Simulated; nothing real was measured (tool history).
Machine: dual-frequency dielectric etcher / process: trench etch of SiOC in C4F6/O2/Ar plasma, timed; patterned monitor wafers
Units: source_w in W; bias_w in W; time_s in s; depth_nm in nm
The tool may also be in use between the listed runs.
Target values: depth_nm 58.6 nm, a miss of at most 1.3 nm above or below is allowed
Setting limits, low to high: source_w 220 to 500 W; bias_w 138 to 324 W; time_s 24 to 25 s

{"run": 1, "hour": 0.0, "source_w": 360, "bias_w": 231, "time_s": 24, "depth_nm": 48.073}
{"run": 2, "hour": 5.2, "source_w": 360, "bias_w": 208, "time_s": 24, "depth_nm": 47.602}
{"run": 3, "hour": 9.9, "source_w": 380, "bias_w": 215, "time_s": 24, "depth_nm": 49.066}
{"run": 4, "hour": 16.2, "source_w": 390, "bias_w": 219, "time_s": 24, "depth_nm": 49.392}
{"run": 5, "hour": 25.0, "source_w": 400, "bias_w": 225, "time_s": 24, "depth_nm": 50.017}
{"run": 6, "hour": 25.8, "source_w": 400, "bias_w": 244, "time_s": 24, "depth_nm": 51.383}
{"run": 7, "hour": 34.3, "source_w": 410, "bias_w": 248, "time_s": 24, "depth_nm": 52.556}
{"run": 8, "hour": 43.1, "source_w": 420, "bias_w": 250, "time_s": 24, "depth_nm": 53.189}
{"run": 9, "hour": 47.0, "source_w": 430, "bias_w": 252, "time_s": 24, "depth_nm": 53.169}
{"run": 10, "hour": 55.3, "source_w": 440, "bias_w": 256, "time_s": 24, "depth_nm": 53.814}
{"hour": 58.5, "done": "bias power generator calibrated"}
{"run": 11, "hour": 58.5, "source_w": 450, "bias_w": 260, "time_s": 24, "depth_nm": 55.709}
{"run": 12, "hour": 61.7, "source_w": 450, "bias_w": 261, "time_s": 24, "depth_nm": 55.736}
{"run": 13, "hour": 65.4, "source_w": 460, "bias_w": 262, "time_s": 24, "depth_nm": 56.44}

Which single option among these 5 for the next run brings every result within its allowed miss of target? Just one does.
{"run": "A", "hour": 69.1, "source_w": 500, "bias_w": 250, "time_s": 24.5, "depth_nm": "?"}
{"run": "B", "hour": 69.1, "source_w": 430, "bias_w": 258, "time_s": 24, "depth_nm": "?"}
{"run": "C", "hour": 69.1, "source_w": 430, "bias_w": 241, "time_s": 24, "depth_nm": "?"}
{"run": "D", "hour": 69.1, "source_w": 470, "bias_w": 245, "time_s": 24, "depth_nm": "?"}
{"run": "E", "hour": 69.1, "source_w": 490, "bias_w": 183, "time_s": 24.5, "depth_nm": "?"}

move=A depth_nm=58.128
move=B depth_nm=53.729
move=C depth_nm=52.827
move=D depth_nm=55.155
move=E depth_nm=53.623
A: meets every target
B: the biggest miss grows against the last run
C: the biggest miss grows against the last run
D: the biggest miss grows against the last run
E: the biggest miss grows against the last run
The move that meets every target is A.
